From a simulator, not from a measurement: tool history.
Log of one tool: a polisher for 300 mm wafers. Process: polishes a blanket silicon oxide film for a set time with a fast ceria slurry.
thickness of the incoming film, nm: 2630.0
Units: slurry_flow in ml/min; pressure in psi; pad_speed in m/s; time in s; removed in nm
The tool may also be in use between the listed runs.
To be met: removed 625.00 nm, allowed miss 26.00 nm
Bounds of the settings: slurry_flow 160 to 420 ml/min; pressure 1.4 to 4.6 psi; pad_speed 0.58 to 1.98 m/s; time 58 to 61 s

| run | hour | slurry_flow | pressure | pad_speed | time | removed |
|---|---|---|---|---|---|---|
| 1 | 0.0 | 270 | 3.0 | 1.28 | 58 | 1358.80 |
| 2 | 6.0 | 245 | 3.0 | 1.28 | 58 | 1353.10 |
| 3 | 6.6 | 245 | 3.0 | 1.28 | 61 | 1413.20 |
| 4 | 7.2 | 245 | 2.7 | 1.20 | 61 | 1227.20 |
| 5 | 14.4 | 245 | 2.7 | 1.20 | 58 | 1190.90 |
| 6 | 21.1 | 300 | 2.7 | 1.20 | 58 | 1238.90 |
| 7 | 22.8 | 285 | 2.4 | 1.12 | 58 | 1033.60 |
| 8 | 28.7 | 275 | 2.2 | 1.08 | 58 | 936.04 |
| 9 | 30.2 | 275 | 2.2 | 1.08 | 58 | 916.54 |
| 10 | 32.3 | 270 | 1.4 | 0.90 | 58 | 597.96 |
| 11 | 39.0 | 275 | 1.4 | 0.90 | 58 | 597.30 |

4 next moves are on the table. One of them brings every result within its allowed miss. Which?
| A | 45.7 | 335 | 1.4 | 0.82 | 58 | ? |
| B | 45.7 | 160 | 1.8 | 0.92 | 60 | ? |
| C | 45.7 | 275 | 1.6 | 0.76 | 58 | ? |
| D | 45.7 | 325 | 1.4 | 0.94 | 58 | ? |

| move | removed |
|---|---|
| A | 550.08 |
| B | 666.52 |
| C | 542.21 |
| D | 625.23 |
A: further off than the last run
B: takes the result that was furthest off past its target
C: further off than the last run
D: meets every target
Answer: D

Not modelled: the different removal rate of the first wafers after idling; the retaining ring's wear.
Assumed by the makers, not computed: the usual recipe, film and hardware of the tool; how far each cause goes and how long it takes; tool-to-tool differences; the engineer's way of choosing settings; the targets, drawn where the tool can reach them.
